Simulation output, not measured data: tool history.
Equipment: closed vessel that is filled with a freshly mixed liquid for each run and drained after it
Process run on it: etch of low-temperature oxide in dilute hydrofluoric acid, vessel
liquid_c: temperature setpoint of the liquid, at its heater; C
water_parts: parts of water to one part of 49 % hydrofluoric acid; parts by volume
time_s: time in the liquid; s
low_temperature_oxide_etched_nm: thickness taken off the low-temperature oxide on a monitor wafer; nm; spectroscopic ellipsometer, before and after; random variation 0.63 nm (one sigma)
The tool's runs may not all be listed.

run	hour	liquid_c	water_parts	time_s	low_temperature_oxide_etched_nm
1	0.0	23.0	115	390	49.736
2	8.8	25.0	115	390	52.760
3	18.1	26.5	110	390	59.384
4	25.4	26.5	145	390	43.697
5	31.6	25.0	145	390	40.398
6	36.5	25.0	145	390	40.438
7	41.9	26.5	135	390	45.993
8	49.0	27.5	125	390	54.140
9	55.8	27.5	125	390	52.529

What will run 10 give?
10	61.0	28.5	120	390	?

{"run 10": {"low_temperature_oxide_etched_nm": 57.8}}
